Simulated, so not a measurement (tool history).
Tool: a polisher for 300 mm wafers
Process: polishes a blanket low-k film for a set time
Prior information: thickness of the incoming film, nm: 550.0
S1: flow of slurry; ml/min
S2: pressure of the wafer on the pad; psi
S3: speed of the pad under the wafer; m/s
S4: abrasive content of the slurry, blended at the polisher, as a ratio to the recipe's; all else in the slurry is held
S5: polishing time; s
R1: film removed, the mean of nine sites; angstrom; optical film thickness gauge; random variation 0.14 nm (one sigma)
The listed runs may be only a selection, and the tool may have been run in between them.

Run 1, day 0.000: S1 235 ml/min, S2 2.5 psi, S3 0.94 m/s, S4 1.0, S5 33 s. Result: R1 192.48 angstrom.
Run 2, day 0.154: S1 235 ml/min, S2 2.8 psi, S3 0.94 m/s, S4 1.0, S5 33 s. Result: R1 215.36 angstrom.
Run 3, day 0.454: S1 235 ml/min, S2 2.6 psi, S3 0.94 m/s, S4 1.0, S5 33 s. Result: R1 195.86 angstrom.
Run 4, day 0.742: S1 235 ml/min, S2 2.6 psi, S3 0.80 m/s, S4 1.0, S5 33 s. Result: R1 175.61 angstrom.
Run 5, day 0.808: S1 235 ml/min, S2 2.6 psi, S3 0.80 m/s, S4 1.0, S5 30 s. Result: R1 158.27 angstrom.
Run 6, day 0.904: S1 235 ml/min, S2 2.5 psi, S3 0.80 m/s, S4 1.0, S5 30 s. Result: R1 158.35 angstrom.
Run 7, day 1.279: S1 235 ml/min, S2 2.4 psi, S3 0.80 m/s, S4 1.0, S5 30 s. Result: R1 153.08 angstrom.
Run 8, day 1.488: S1 235 ml/min, S2 2.3 psi, S3 0.80 m/s, S4 1.0, S5 30 s. Result: R1 146.15 angstrom.
Run 9, day 1.671: S1 235 ml/min, S2 2.2 psi, S3 0.80 m/s, S4 1.0, S5 30 s. Result: R1 141.49 angstrom.

Estimate the outcome of run 10 from the log above:
Run 10, day 1.788: S1 235 ml/min, S2 2.1 psi, S3 0.80 m/s, S4 1.0, S5 30 s. Result: R1 ?.

For run 10 the tool returned R1 137.69 angstrom.
